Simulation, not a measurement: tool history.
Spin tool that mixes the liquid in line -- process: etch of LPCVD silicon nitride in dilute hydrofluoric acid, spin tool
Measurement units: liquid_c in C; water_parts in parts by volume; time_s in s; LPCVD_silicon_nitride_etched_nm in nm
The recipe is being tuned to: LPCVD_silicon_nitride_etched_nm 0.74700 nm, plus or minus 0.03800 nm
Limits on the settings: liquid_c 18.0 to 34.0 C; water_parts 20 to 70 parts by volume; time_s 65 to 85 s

run	hour	liquid_c	water_parts	time_s	LPCVD_silicon_nitride_etched_nm
1	0.0	26.0	40	85	0.93920
2	1.2	26.0	40	85	0.90655
3	8.0	25.5	40	85	0.87036
4	13.9	25.5	35	85	1.02060
5	21.5	25.5	35	85	1.01420
6	23.7	25.0	35	85	0.98244
7	25.0	24.5	35	85	0.96238
8	30.0	24.0	35	85	0.91927
9	37.9	24.0	35	85	0.89698

Which single option among these 5 for the next run brings every result within its allowed miss of target? Just one does.
A	45.8	24.5	30	75	?
B	45.8	25.0	25	70	?
C	45.8	22.5	20	75	?
D	45.8	20.5	25	65	?
E	45.8	24.0	30	80	?

move	LPCVD_silicon_nitride_etched_nm
A	0.97079
B	1.11770
C	1.24510
D	0.75750
E	1.00040
A: lands further from the targets than the last run did
B: lands further from the targets than the last run did
C: lands further from the targets than the last run did
D: meets every target
E: lands further from the targets than the last run did
The move that meets every target is D.
